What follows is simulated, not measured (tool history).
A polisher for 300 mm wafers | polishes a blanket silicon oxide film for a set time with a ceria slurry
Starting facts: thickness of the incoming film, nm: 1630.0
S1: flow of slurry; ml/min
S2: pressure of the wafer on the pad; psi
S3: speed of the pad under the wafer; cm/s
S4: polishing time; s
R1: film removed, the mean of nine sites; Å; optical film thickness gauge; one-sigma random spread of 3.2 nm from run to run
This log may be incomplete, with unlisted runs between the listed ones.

Run 1, day 0: S1 310 ml/min, S2 3.8 psi, S3 114 cm/s, S4 79 s. Result: R1 5197.6 Å.
Run 2, day 0.233: S1 310 ml/min, S2 3.8 psi, S3 114 cm/s, S4 79 s. Result: R1 5284 Å.
Run 3, day 0.592: S1 310 ml/min, S2 3.6 psi, S3 114 cm/s, S4 79 s. Result: R1 5067.5 Å.
Run 4, day 0.829: S1 310 ml/min, S2 3.4 psi, S3 114 cm/s, S4 79 s. Result: R1 4885.8 Å.
Run 5, day 0.946: S1 310 ml/min, S2 3.2 psi, S3 114 cm/s, S4 79 s. Result: R1 4570 Å.
Run 6, day 1.238: S1 310 ml/min, S2 3.2 psi, S3 114 cm/s, S4 79 s. Result: R1 4559.2 Å.
Run 7, day 1.304: S1 310 ml/min, S2 3.1 psi, S3 114 cm/s, S4 79 s. Result: R1 4530.4 Å.
Run 8, day 1.596: S1 310 ml/min, S2 3 psi, S3 114 cm/s, S4 79 s. Result: R1 4381.4 Å.

Run 9 has not been measured yet. What should we expect?
Run 9, day 1.8: S1 305 ml/min, S2 2.2 psi, S3 114 cm/s, S4 79 s. Result: R1 ?.

{"run 9": {"R1": 3477.5}}

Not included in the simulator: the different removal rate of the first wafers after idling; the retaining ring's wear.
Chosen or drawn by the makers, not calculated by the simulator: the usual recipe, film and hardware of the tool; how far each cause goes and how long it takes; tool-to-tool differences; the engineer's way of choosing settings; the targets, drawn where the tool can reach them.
